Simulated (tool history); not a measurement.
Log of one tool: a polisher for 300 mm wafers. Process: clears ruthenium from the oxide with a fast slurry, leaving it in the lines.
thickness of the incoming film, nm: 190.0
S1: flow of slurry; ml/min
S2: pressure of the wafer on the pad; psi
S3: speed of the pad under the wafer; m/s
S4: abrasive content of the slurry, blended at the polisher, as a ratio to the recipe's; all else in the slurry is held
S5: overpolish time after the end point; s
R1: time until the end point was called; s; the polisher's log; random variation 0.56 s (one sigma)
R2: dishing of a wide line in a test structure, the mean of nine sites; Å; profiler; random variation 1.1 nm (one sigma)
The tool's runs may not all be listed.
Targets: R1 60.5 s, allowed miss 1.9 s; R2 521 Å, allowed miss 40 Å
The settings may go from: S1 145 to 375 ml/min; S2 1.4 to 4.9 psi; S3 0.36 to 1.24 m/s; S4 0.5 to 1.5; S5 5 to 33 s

run,day,S1,S2,S3,S4,S5,R1,R2
1,0,240,3.1,0.8,1,17,51.969,453.3
2,0.121,240,3,0.8,1,18,53.472,454.09
3,0.304,240,3,0.88,1,18,49.408,501.05
4,0.638,240,2.9,0.88,1,19,51.691,489.92
5,0.979,240,2.9,0.88,1.15,19,48.426,515.86
6,1.133,240,2.8,0.88,1.15,20,50.461,521.29
7,1.35,240,2.8,0.88,1.15,20,49.785,528.94
8,1.421,240,2.7,0.88,1.15,21,52.324,533.57
9,1.479,240,2.6,0.88,1.15,21,53.56,523.9
10,1.575,240,2.5,0.88,1.15,21,56.31,508.3
11,1.904,235,2.4,0.88,1.15,22,57.741,514.55

Which of these 4 next moves meets every target?
A,2.233,250,2.2,0.9,1.2,28,?,?
B,2.233,215,2.1,1.06,1.2,22,?,?
C,2.233,270,2.4,0.8,1.05,27,?,?
D,2.233,210,2.2,0.92,1.2,23,?,?

move,R1,R2
A,60.619,602.29
B,54.917,538.34
C,65.403,551.42
D,60.474,516.25
A: brings the result that was furthest off to its target, and leaves another outside
B: further off than the last run
C: takes the result that was furthest off past its target
D: meets every target
Answer: D

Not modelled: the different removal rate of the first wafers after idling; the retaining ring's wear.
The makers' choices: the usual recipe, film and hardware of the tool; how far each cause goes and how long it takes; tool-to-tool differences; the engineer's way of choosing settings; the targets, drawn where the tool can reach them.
